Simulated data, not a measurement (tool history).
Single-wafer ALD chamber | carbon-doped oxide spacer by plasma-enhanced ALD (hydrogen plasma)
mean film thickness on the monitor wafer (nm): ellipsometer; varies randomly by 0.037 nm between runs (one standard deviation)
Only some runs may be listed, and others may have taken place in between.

run,hour,heater temperature setpoint (°C),number of ALD cycles (cycles),mean film thickness on the monitor wafer (nm)
1,0,400,329,16.523
2,5.8,401,297,14.97
3,8.1,401,319,16.098
4,12.1,401,291,14.654
5,12.8,401,254,12.78
6,19.4,401,250,12.489
7,23.5,401,248,12.464

Forecast run 8:
8,27.5,401,248,?

mean film thickness on the monitor wafer (nm): 12.516
